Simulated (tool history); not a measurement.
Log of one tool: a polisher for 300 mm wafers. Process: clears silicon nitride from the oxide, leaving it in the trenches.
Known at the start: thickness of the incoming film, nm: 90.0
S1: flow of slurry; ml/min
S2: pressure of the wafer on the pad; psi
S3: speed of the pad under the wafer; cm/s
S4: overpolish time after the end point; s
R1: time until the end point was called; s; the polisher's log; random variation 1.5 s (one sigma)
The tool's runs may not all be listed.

run  hour   S1   S2   S3  S4      R1
  1     0  205  2.1  102  14  153.99
  2   3.6  185  2.1  102  14  151.68
  3   6.3  185  1.6  102  14  196.33
  4   8.3  185  1.7  102  14  183.01
     16.8  -- worn pad replaced by a new one
  5  16.8  185  1.8  102  14  163.09
  6  22.2  185  1.8  102  14  164.12
  7  23.7  185  1.8  102  14  167.37
  8  25.1  185  2.4  110  14  112.47
  9  31.8  180  2.6  110  14  108.83

Forecast run 10:
 10  38.3  180  2.7  110  14   ?

{"run 10": {"R1": 104.45}}
